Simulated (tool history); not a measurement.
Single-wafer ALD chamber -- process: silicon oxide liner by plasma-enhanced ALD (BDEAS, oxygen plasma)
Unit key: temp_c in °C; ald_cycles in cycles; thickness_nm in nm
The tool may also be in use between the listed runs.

run  hour  temp_c  ald_cycles  thickness_nm
  1   0.0     315          42        4.1645
  2   3.0     315          40        3.9833
  3   5.4     315          41        4.0755
  4  11.9     315          42        4.2057
  5  19.7     320          42        4.1590
  6  25.5     320          43        4.2524
  7  32.3     320          43        4.2578

Run 8 has not been measured yet. What should we expect?
     37.4  -- thermocouple changed; heater temperature recalibrated
  8  37.4     320          44             ?

thickness_nm: 4.3473 nm
